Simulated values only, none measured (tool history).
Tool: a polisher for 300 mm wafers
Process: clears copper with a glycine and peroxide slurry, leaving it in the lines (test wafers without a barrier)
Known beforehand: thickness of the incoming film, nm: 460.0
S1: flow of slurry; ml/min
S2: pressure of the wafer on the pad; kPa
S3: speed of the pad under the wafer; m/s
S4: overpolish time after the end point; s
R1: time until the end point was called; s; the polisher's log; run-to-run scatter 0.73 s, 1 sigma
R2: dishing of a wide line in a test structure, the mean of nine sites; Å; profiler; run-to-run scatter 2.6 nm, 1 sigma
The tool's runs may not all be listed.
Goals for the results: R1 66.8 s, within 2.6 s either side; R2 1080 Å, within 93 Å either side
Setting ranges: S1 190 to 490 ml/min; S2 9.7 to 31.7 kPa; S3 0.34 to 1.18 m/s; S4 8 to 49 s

Run 1, hour 0: S1 315 ml/min, S2 20.7 kPa, S3 0.76 m/s, S4 25 s. Result: R1 83.654 s, R2 739.69 Å.
Run 2, hour 5.2: S1 315 ml/min, S2 17.9 kPa, S3 0.76 m/s, S4 25 s. Result: R1 91.867 s, R2 670.09 Å.
Run 3, hour 8.9: S1 315 ml/min, S2 17.9 kPa, S3 0.76 m/s, S4 31 s. Result: R1 92.888 s, R2 800.96 Å.
Run 4, hour 10.2: S1 390 ml/min, S2 17.9 kPa, S3 0.76 m/s, S4 31 s. Result: R1 92.023 s, R2 799.18 Å.
Run 5, hour 16.1: S1 390 ml/min, S2 19.3 kPa, S3 0.76 m/s, S4 31 s. Result: R1 87.298 s, R2 864.05 Å.
Run 6, hour 23.6: S1 390 ml/min, S2 22.1 kPa, S3 0.76 m/s, S4 31 s. Result: R1 79.102 s, R2 866.62 Å.
Run 7, hour 32.5: S1 390 ml/min, S2 22.8 kPa, S3 0.76 m/s, S4 32 s. Result: R1 75.157 s, R2 926.66 Å.
Run 8, hour 37.6: S1 390 ml/min, S2 23.4 kPa, S3 0.76 m/s, S4 33 s. Result: R1 73.922 s, R2 1004.1 Å.
Run 9, hour 38.5: S1 390 ml/min, S2 24.1 kPa, S3 0.76 m/s, S4 33 s. Result: R1 71.568 s, R2 984.95 Å.
Run 10, hour 46.2: S1 390 ml/min, S2 24.8 kPa, S3 0.76 m/s, S4 34 s. Result: R1 72.087 s, R2 1036.5 Å.
Run 11, hour 53.4: S1 390 ml/min, S2 24.8 kPa, S3 0.76 m/s, S4 34 s. Result: R1 71.018 s, R2 1070.7 Å.

Which single option among these 5 for the next run brings every result within its allowed miss of target? Just one does.
Run A, hour 60.6: S1 455 ml/min, S2 23.4 kPa, S3 0.86 m/s, S4 32 s. Result: R1 ?, R2 ?.
Run B, hour 60.6: S1 310 ml/min, S2 20 kPa, S3 0.88 m/s, S4 43 s. Result: R1 ?, R2 ?.
Run C, hour 60.6: S1 195 ml/min, S2 21.4 kPa, S3 0.9 m/s, S4 33 s. Result: R1 ?, R2 ?.
Run D, hour 60.6: S1 295 ml/min, S2 21.4 kPa, S3 0.9 m/s, S4 38 s. Result: R1 ?, R2 ?.
Run E, hour 60.6: S1 425 ml/min, S2 23.4 kPa, S3 0.78 m/s, S4 39 s. Result: R1 ?, R2 ?.

move      R1      R2
   A  66.408  1032.8
   B  76.548  1122.4
   C  75.573  959.17
   D  71.543  1088.9
   E  72.165  1117.8
A: hits every target within its allowed miss
B: further off than the last run
C: further off than the last run
D: further off than the last run
E: further off than the last run
Go with A: it meets all targets.

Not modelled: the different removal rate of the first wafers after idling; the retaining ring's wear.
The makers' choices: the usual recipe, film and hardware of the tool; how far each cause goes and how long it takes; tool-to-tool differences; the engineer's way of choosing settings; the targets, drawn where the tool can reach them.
